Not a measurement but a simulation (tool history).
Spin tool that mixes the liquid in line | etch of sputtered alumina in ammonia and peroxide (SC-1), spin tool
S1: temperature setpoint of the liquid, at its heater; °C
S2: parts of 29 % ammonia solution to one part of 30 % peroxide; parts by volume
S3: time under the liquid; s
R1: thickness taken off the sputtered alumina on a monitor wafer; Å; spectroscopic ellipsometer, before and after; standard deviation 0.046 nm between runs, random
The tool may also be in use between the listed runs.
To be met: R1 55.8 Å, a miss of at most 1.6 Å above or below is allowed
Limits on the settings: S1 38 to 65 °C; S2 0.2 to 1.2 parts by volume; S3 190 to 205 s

run  hour    S1    S2   S3      R1
  1     0    49  0.75  190  72.303
  2   2.2    49     1  190  75.525
  3   6.6    49   1.1  190  75.662
  4  12.2  48.5   1.1  190  74.775
  5    14  48.5   0.9  190  73.802
  6  21.8    55   0.9  190  103.66
  7  24.9  53.5   0.9  190  95.218
  8  30.1  52.5   0.9  190  89.727
  9  32.1  51.5   0.9  190  86.041

5 candidate next runs follow, results not yet known. Just one meets every target within its allowed miss. Identify it.
  A  34.1  60.5  0.85  205   ?
  B  34.1  45.5   0.9  190   ?
  C  34.1  43.5   1.2  190   ?
  D  34.1  61.5  1.05  205   ?
  E  34.1    47  1.05  190   ?

move      R1
   A  145.39
   B  60.385
   C  55.366
   D  156.08
   E  66.692
A: lands further from the targets than the last run did
B: closes in on the targets versus the last run, not all within tolerance yet
C: meets every target
D: lands further from the targets than the last run did
E: closes in on the targets versus the last run, not all within tolerance yet
C meets every target.
